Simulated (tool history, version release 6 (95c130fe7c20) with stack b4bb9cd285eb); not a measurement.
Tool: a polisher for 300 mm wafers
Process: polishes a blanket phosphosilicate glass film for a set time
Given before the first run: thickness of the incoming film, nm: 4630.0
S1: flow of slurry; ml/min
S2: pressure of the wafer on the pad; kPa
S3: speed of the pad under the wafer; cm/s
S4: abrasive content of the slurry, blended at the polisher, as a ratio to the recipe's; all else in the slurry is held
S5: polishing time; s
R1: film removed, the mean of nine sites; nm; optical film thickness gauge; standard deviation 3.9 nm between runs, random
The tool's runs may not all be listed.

run	hour	S1	S2	S3	S4	S5	R1
1	0.0	320	20.0	90	1.0	82	571.26
2	4.2	320	20.0	82	1.0	82	522.92
3	9.0	320	18.6	82	1.0	82	501.44
4	15.5	320	17.2	82	1.0	82	456.03
5	21.3	320	16.5	82	1.0	82	442.54
6	28.5	320	20.7	82	1.0	82	549.72
7	29.5	320	18.6	82	1.0	82	499.81

Estimate the outcome of run 8 from the log above:
8	34.0	320	17.2	82	1.0	82	?

R1: 454.71 nm
